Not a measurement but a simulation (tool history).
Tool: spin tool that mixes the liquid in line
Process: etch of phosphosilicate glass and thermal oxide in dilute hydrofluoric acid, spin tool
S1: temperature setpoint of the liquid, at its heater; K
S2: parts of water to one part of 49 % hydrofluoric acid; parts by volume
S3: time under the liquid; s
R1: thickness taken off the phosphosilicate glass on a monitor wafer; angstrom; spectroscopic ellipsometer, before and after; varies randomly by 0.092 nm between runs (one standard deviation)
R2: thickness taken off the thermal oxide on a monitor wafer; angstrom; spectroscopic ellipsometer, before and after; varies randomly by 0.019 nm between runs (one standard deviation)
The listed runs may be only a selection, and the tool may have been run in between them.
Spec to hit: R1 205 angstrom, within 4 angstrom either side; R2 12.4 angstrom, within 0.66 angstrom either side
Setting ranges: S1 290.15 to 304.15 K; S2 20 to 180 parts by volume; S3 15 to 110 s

{"run": 1, "hour": 0.0, "S1": 296.15, "S2": 100, "S3": 55, "R1": 428.48, "R2": 25.972}
{"run": 2, "hour": 8.8, "S1": 297.65, "S2": 100, "S3": 55, "R1": 453.35, "R2": 27.33}
{"run": 3, "hour": 13.9, "S1": 297.65, "S2": 100, "S3": 40, "R1": 330.31, "R2": 20.1}
{"run": 4, "hour": 17.2, "S1": 296.15, "S2": 105, "S3": 40, "R1": 297.38, "R2": 18.217}
{"run": 5, "hour": 25.2, "S1": 296.15, "S2": 105, "S3": 60, "R1": 445.95, "R2": 27.571}
{"run": 6, "hour": 33.9, "S1": 295.15, "S2": 115, "S3": 60, "R1": 383.29, "R2": 23.066}
{"run": 7, "hour": 42.3, "S1": 294.15, "S2": 125, "S3": 60, "R1": 335.56, "R2": 20.052}
{"run": 8, "hour": 47.7, "S1": 293.65, "S2": 130, "S3": 60, "R1": 313.89, "R2": 19.175}
{"run": 9, "hour": 54.3, "S1": 293.15, "S2": 135, "S3": 60, "R1": 295.52, "R2": 17.644}
{"run": 10, "hour": 63.0, "S1": 292.65, "S2": 140, "S3": 60, "R1": 278.29, "R2": 16.752}
{"run": 11, "hour": 65.2, "S1": 292.15, "S2": 145, "S3": 60, "R1": 259.47, "R2": 15.943}
{"run": 12, "hour": 73.1, "S1": 291.65, "S2": 150, "S3": 60, "R1": 248.7, "R2": 14.671}
{"run": 13, "hour": 79.0, "S1": 291.65, "S2": 155, "S3": 60, "R1": 237.34, "R2": 14.125}
{"run": 14, "hour": 81.9, "S1": 291.15, "S2": 155, "S3": 60, "R1": 233.82, "R2": 13.964}
{"run": 15, "hour": 86.5, "S1": 290.65, "S2": 160, "S3": 60, "R1": 221.81, "R2": 13.458}
{"run": 16, "hour": 90.9, "S1": 290.65, "S2": 165, "S3": 60, "R1": 211.44, "R2": 13.009}

Of the 4 settings listed for the next run, only one would bring every result within its allowed miss of target. Which one?
{"run": "A", "hour": 95.3, "S1": 290.15, "S2": 130, "S3": 45, "R1": "?", "R2": "?"}
{"run": "B", "hour": 95.3, "S1": 293.15, "S2": 180, "S3": 60, "R1": "?", "R2": "?"}
{"run": "C", "hour": 95.3, "S1": 290.15, "S2": 125, "S3": 45, "R1": "?", "R2": "?"}
{"run": "D", "hour": 95.3, "S1": 291.15, "S2": 170, "S3": 65, "R1": "?", "R2": "?"}

move=A R1=204.51 R2=12.551
move=B R1=210.81 R2=12.938
move=C R1=213.78 R2=13.12
move=D R1=225.89 R2=13.863
A: in spec on every target
B: gains on the last run, yet a result remains outside its allowed miss
C: the biggest miss grows against the last run
D: the biggest miss grows against the last run
The move that meets every target is A.
